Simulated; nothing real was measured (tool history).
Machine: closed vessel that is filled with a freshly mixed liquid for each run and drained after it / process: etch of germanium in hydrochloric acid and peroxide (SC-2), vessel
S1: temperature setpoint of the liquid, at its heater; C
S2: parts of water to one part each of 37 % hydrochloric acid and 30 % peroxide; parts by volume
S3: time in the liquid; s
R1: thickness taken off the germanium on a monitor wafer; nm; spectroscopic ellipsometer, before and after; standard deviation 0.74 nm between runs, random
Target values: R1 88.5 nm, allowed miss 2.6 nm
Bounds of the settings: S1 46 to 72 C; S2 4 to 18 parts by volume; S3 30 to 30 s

run	hour	S1	S2	S3	R1
1	0	62	10	30	71.481
2	4.6	63	10	30	74.827
3	12.1	63.5	10	30	76.167
4	17.1	64	10	30	75.919
5	20.5	64.5	10	30	77.334
6	27.5	65	10	30	78.811
7	31.5	65.5	10	30	79.385
8	33	66	10	30	79.832
9	35.3	66.5	10	30	82.42
10	41.7	67	10	30	84.409
11	47.3	68	10	30	85.416

Pick the move, out of 4, that brings all results within their allowed miss; only one does.
A	52.9	66	10	30	?
B	52.9	69.5	11	30	?
C	52.9	68	14	30	?
D	52.9	67	10.5	30	?

move	R1
A	81.037
B	88.258
C	81.606
D	82.855
A: the biggest miss grows against the last run
B: all results in spec
C: the biggest miss grows against the last run
D: the biggest miss grows against the last run
B is the move that brings every result within its allowed miss.

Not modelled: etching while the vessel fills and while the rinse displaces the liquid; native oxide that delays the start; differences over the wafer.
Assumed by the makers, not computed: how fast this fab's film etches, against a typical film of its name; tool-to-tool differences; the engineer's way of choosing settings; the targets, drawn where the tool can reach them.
